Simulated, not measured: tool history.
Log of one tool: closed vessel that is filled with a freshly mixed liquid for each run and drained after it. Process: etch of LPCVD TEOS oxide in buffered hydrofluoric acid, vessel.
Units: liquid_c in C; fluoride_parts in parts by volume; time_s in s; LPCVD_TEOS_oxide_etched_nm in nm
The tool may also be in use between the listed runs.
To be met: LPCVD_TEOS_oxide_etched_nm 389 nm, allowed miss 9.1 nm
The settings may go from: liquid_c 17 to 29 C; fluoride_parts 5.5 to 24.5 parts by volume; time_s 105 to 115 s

run 1 hour=0 | liquid_c=21 fluoride_parts=15 time_s=105 | LPCVD_TEOS_oxide_etched_nm=235.58
run 2 hour=7.4 | liquid_c=19 fluoride_parts=15 time_s=105 | LPCVD_TEOS_oxide_etched_nm=212.57
run 3 hour=10.7 | liquid_c=17 fluoride_parts=15 time_s=105 | LPCVD_TEOS_oxide_etched_nm=188.08
run 4 hour=15.6 | liquid_c=17 fluoride_parts=12 time_s=105 | LPCVD_TEOS_oxide_etched_nm=233.46
run 5 hour=18.7 | liquid_c=20 fluoride_parts=12 time_s=105 | LPCVD_TEOS_oxide_etched_nm=281.83
run 6 hour=23.7 | liquid_c=20.5 fluoride_parts=12 time_s=105 | LPCVD_TEOS_oxide_etched_nm=285.91
run 7 hour=32.6 | liquid_c=24.5 fluoride_parts=12 time_s=105 | LPCVD_TEOS_oxide_etched_nm=353.77
run 8 hour=35.7 | liquid_c=24.5 fluoride_parts=12 time_s=105 | LPCVD_TEOS_oxide_etched_nm=357.09
run 9 hour=40.5 | liquid_c=25.5 fluoride_parts=12 time_s=105 | LPCVD_TEOS_oxide_etched_nm=374.2

Which of these 5 next moves meets every target?
run A hour=45.3 | liquid_c=28 fluoride_parts=12.5 time_s=105 | LPCVD_TEOS_oxide_etched_nm=?
run B hour=45.3 | liquid_c=25.5 fluoride_parts=11.5 time_s=105 | LPCVD_TEOS_oxide_etched_nm=?
run C hour=45.3 | liquid_c=27 fluoride_parts=12.5 time_s=110 | LPCVD_TEOS_oxide_etched_nm=?
run D hour=45.3 | liquid_c=26 fluoride_parts=14 time_s=115 | LPCVD_TEOS_oxide_etched_nm=?
run E hour=45.3 | liquid_c=26 fluoride_parts=12.5 time_s=105 | LPCVD_TEOS_oxide_etched_nm=?

move=A LPCVD_TEOS_oxide_etched_nm=416.88
move=B LPCVD_TEOS_oxide_etched_nm=395.54
move=C LPCVD_TEOS_oxide_etched_nm=414.05
move=D LPCVD_TEOS_oxide_etched_nm=367.15
move=E LPCVD_TEOS_oxide_etched_nm=374.56
A: takes the result that was furthest off past its target
B: meets every target
C: takes the result that was furthest off past its target
D: further off than the last run
E: as far off as the last run
The right move is B.
